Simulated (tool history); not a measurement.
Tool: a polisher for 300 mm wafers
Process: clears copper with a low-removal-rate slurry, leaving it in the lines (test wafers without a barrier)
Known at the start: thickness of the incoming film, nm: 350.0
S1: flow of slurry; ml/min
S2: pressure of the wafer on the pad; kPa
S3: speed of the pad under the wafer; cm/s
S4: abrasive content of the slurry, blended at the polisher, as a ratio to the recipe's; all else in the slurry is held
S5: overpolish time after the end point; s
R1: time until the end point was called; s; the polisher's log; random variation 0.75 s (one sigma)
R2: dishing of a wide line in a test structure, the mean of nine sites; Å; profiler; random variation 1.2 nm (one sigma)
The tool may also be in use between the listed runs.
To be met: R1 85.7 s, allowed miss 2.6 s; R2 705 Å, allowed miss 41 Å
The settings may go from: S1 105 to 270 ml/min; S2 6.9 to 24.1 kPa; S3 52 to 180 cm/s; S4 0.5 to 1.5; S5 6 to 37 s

run  hour   S1    S2   S3   S4  S5      R1      R2
  1     0  175  15.2  116    1  19  175.44   287.4
  2   1.7  175  15.2   96    1  19  209.03  246.95
  3   7.2  175  15.2  108    1  19  188.28  267.28
  4   9.1  175  16.5  110    1  20  171.23  307.34
  5  15.9  175  17.2  114    1  21  158.69  339.39
  6  19.1  175  17.2  114  1.1  21  153.48  347.48
  7  21.9  175  17.9  116  1.1  22   145.9  373.81
  8  24.9  175  18.6  118  1.1  23  137.66  410.25
  9  32.3  175  19.3  120  1.1  23  131.32  419.53
 10  40.8  175    20  122  1.1  24  127.47  452.25
 11  46.6  180  20.7  124  1.1  24  119.77  476.06
 12  47.9  180  21.4  126  1.1  24  115.46  489.98
 13  48.7  180  21.4  128  1.1  24   113.4  495.97
 14  55.8  180  21.4  130  1.1  24  112.48  507.14
 15    64  180  21.4  132  1.1  24   108.9  499.18
 16  67.3  200  24.1  138  1.1  27  92.179  619.37
 17  71.9  195  24.1  140  1.1  27  91.126  627.25
 18    74  185  24.1  144  1.1  28  89.617  637.18

5 next moves are on the table. One of them brings every result within its allowed miss. Which?
  A  76.1  180  24.1  150  0.65  23   ?   ?
  B  76.1  190  24.1  150   1.1  29   ?   ?
  C  76.1  225  20.7  168   0.8  28   ?   ?
  D  76.1  215  20.7  180  0.95  18   ?   ?
  E  76.1  170  22.1  162  0.95  33   ?   ?

move      R1      R2
   A  97.065  542.53
   B  86.689  691.25
   C  95.503  625.06
   D  86.878  485.71
   E  92.016  717.33
A: further off than the last run
B: meets every target
C: further off than the last run
D: further off than the last run
E: brings the result that was furthest off to its target, and leaves another outside
The right move is B.
